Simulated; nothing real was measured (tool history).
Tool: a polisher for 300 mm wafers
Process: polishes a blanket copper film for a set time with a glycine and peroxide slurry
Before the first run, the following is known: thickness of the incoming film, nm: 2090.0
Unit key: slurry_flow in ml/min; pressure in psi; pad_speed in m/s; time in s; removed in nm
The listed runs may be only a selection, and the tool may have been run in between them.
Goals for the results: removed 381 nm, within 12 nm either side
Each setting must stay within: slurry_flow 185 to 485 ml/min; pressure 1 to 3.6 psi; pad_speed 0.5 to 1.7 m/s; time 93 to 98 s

run,hour,slurry_flow,pressure,pad_speed,time,removed
1,0,310,2.3,1.1,93,565.3
2,3.7,380,2.3,1.1,93,564.55
3,7.3,380,1.8,1.1,93,473.55
4,9.5,380,1.8,0.88,93,411.63
5,15.9,380,1.8,0.88,93,408.77
6,20.7,380,1.8,0.66,93,330.3
7,25,380,1.9,0.66,93,346.69
8,32,380,2,0.66,93,353.05
9,35.7,380,2.1,0.66,93,365.54

4 next moves are on the table. One of them brings every result within its allowed miss. Which?
A,39.4,315,2.2,0.72,98,?
B,39.4,330,2.4,0.7,93,?
C,39.4,355,1.8,0.74,98,?
D,39.4,390,2.2,0.7,98,?

move,removed
A,415.35
B,409.2
C,380.31
D,414.24
A: takes the biggest miss from the last run beyond its target
B: takes the biggest miss from the last run beyond its target
C: all results in spec
D: takes the biggest miss from the last run beyond its target
The move that meets every target is C.

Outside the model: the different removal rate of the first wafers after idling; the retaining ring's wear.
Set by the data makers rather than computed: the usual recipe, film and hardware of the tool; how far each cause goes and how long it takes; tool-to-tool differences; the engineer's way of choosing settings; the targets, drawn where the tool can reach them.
